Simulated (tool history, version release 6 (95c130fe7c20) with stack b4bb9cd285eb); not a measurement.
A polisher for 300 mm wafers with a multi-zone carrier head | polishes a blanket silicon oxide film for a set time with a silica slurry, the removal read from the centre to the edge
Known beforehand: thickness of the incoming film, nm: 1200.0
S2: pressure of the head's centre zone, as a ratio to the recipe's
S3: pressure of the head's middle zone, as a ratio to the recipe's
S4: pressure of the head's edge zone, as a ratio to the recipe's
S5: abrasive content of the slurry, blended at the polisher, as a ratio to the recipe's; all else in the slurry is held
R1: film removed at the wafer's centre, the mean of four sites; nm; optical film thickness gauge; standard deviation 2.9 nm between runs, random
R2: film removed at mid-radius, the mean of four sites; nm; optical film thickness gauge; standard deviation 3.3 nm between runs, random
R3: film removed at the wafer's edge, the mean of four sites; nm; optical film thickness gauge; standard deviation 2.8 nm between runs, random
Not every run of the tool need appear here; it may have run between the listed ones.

run 1 day=0.000 | flow_of_slurry_(ml/min)=200 S2=1.00 S3=1.00 S4=1.00 S5=1.00 polishing_time_(s)=54 | R1=214.44 R2=212.42 R3=200.83
run 2 day=0.271 | flow_of_slurry_(ml/min)=200 S2=1.00 S3=1.00 S4=1.07 S5=1.00 polishing_time_(s)=54 | R1=215.84 R2=213.07 R3=207.49
run 3 day=0.483 | flow_of_slurry_(ml/min)=205 S2=1.02 S3=1.02 S4=1.09 S5=1.10 polishing_time_(s)=54 | R1=233.86 R2=226.83 R3=218.08
run 4 day=0.696 | flow_of_slurry_(ml/min)=205 S2=1.02 S3=1.02 S4=1.09 S5=1.25 polishing_time_(s)=54 | R1=250.38 R2=238.12 R3=233.30
run 5 day=0.896 | flow_of_slurry_(ml/min)=215 S2=1.02 S3=1.05 S4=1.11 S5=1.30 polishing_time_(s)=54 | R1=253.32 R2=248.59 R3=237.29
run 6 day=1.121 | flow_of_slurry_(ml/min)=215 S2=0.97 S3=1.05 S4=1.11 S5=1.30 polishing_time_(s)=54 | R1=241.18 R2=255.24 R3=235.89

What will run 7 give?
run 7 day=1.358 | flow_of_slurry_(ml/min)=220 S2=0.99 S3=1.06 S4=1.12 S5=1.35 polishing_time_(s)=54 | R1=? R2=? R3=?

{"run 7": {"R1": 252.58, "R2": 254.35, "R3": 249.21}}
